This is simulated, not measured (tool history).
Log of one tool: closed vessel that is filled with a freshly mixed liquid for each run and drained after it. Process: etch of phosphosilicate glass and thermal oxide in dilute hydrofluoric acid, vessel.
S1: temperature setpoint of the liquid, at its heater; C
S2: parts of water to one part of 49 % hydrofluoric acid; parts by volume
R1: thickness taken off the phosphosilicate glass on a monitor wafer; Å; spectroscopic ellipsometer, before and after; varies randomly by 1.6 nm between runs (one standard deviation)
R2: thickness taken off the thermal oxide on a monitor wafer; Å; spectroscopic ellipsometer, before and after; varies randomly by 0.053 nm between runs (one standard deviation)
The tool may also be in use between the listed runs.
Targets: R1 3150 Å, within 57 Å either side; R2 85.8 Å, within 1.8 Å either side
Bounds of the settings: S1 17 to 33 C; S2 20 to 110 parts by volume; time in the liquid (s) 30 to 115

{"run": 1, "hour": 0.0, "S1": 25, "S2": 60, "time in the liquid (s)": 60, "R1": 1618.1, "R2": 44.596}
{"run": 2, "hour": 5.7, "S1": 27, "S2": 55, "time in the liquid (s)": 60, "R1": 1941.6, "R2": 53.21}
{"run": 3, "hour": 13.1, "S1": 27, "S2": 40, "time in the liquid (s)": 60, "R1": 2734.3, "R2": 74.938}
{"run": 4, "hour": 16.6, "S1": 28, "S2": 40, "time in the liquid (s)": 60, "R1": 2854.6, "R2": 77.032}
{"run": 5, "hour": 25.4, "S1": 28.5, "S2": 40, "time in the liquid (s)": 60, "R1": 2907.9, "R2": 79.016}
{"run": 6, "hour": 28.4, "S1": 28.5, "S2": 55, "time in the liquid (s)": 60, "R1": 2073.1, "R2": 56.697}
{"run": 7, "hour": 35.9, "S1": 29.5, "S2": 50, "time in the liquid (s)": 60, "R1": 2375.3, "R2": 65.244}
{"run": 8, "hour": 38.5, "S1": 30.5, "S2": 50, "time in the liquid (s)": 60, "R1": 2488.4, "R2": 67.866}
{"run": 9, "hour": 43.2, "S1": 31, "S2": 50, "time in the liquid (s)": 60, "R1": 2547.9, "R2": 69.158}
{"hour": 44.3, "done": "hydrofluoric acid flow meter replaced"}
{"run": 10, "hour": 44.3, "S1": 31, "S2": 50, "time in the liquid (s)": 60, "R1": 2876.1, "R2": 78.945}
{"run": 11, "hour": 46.0, "S1": 31.5, "S2": 50, "time in the liquid (s)": 60, "R1": 2924.7, "R2": 80.62}

Which of these 4 next moves meets every target?
{"run": "A", "hour": 47.7, "S1": 26, "S2": 35, "time in the liquid (s)": 55, "R1": "?", "R2": "?"}
{"run": "B", "hour": 47.7, "S1": 33, "S2": 60, "time in the liquid (s)": 70, "R1": "?", "R2": "?"}
{"run": "C", "hour": 47.7, "S1": 25.5, "S2": 20, "time in the liquid (s)": 30, "R1": "?", "R2": "?"}
{"run": "D", "hour": 47.7, "S1": 31, "S2": 45, "time in the liquid (s)": 55, "R1": "?", "R2": "?"}

move=A R1=3155.9 R2=85.666
move=B R1=2973.5 R2=80.717
move=C R1=3014.2 R2=81.82
move=D R1=2954.5 R2=80.2
A: hits every target within its allowed miss
B: nearer the targets than the last run, but a result is still out of spec
C: nearer the targets than the last run, but a result is still out of spec
D: nearer the targets than the last run, but a result is still out of spec
Move A is the one to make.
